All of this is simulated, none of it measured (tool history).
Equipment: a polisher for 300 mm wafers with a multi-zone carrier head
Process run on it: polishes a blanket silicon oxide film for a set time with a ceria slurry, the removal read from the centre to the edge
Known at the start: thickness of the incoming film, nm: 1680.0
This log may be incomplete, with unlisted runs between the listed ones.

run  hour  flow of slurry (ml/min)  pressure of the head's centre zone  pressure of the head's middle zone  pressure of the head's edge zone  polishing time (s)  film removed at the wafer's centre (angstrom)  film removed at mid-radius (angstrom)  film removed at the wafer's edge (angstrom)
  1   0.0                      125                                1.00                                1.00                              1.00                  74                                         2888.1                                 3119.9                                       3206.2
  2   3.2                      135                                1.03                                1.02                              1.03                  79                                         3250.9                                 3492.0                                       3515.1
  3   9.1                      145                                1.05                                1.03                              1.05                  84                                         3594.3                                 3729.6                                       3835.6
  4  11.8                      145                                1.05                                1.03                              1.01                  84                                         3584.6                                 3782.4                                       3773.9
  5  18.1                      145                                0.97                                1.03                              1.01                  84                                         3335.4                                 3684.0                                       3775.6
  6  24.6                      155                                1.00                                1.05                              1.03                  88                                         3690.7                                 4097.1                                       4034.7

Estimate the outcome of run 7 from the log above:
     29.1  -- centre zone pressure recalibrated
  7  29.1                      160                                1.02                                1.06                              1.05                  91                                              ?                                      ?                                            ?

film removed at the wafer's centre (angstrom): 4172.3
film removed at mid-radius (angstrom): 4217.5
film removed at the wafer's edge (angstrom): 4167.1
